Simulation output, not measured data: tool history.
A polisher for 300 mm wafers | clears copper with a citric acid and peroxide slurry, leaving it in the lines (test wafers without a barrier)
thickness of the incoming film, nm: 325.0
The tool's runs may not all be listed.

run,hour,flow of slurry (ml/min),pressure of the wafer on the pad (psi),speed of the pad under the wafer (m/s),abrasive content of the slurry,overpolish time after the end point (s),time until the end point was called (s),dishing of a wide line in a test structure (nm)
1,0,140,2.5,1.28,1,21,167.11,27.261
2,7.6,140,2.5,1.28,1,20,167.2,26.351
3,12.7,140,1.9,1.28,1,20,217.02,21.281
4,18,140,1.9,1.28,1,13,216.06,14.339
5,18.8,145,1.9,1.28,1,13,216.74,14.357
6,22.4,145,1.9,1.28,1,6,216.3,7.1482
7,24.5,145,1.9,1.3,1,7,213.88,8.1423
8,33.1,145,1.9,1.3,1,8,215.95,9.3545

Run 9 comes next. What will it give?
9,40.3,145,1.9,1.32,1,9,?,?

Run 9 gave time until the end point was called (s) 209.94, dishing of a wide line in a test structure (nm) 10.584.
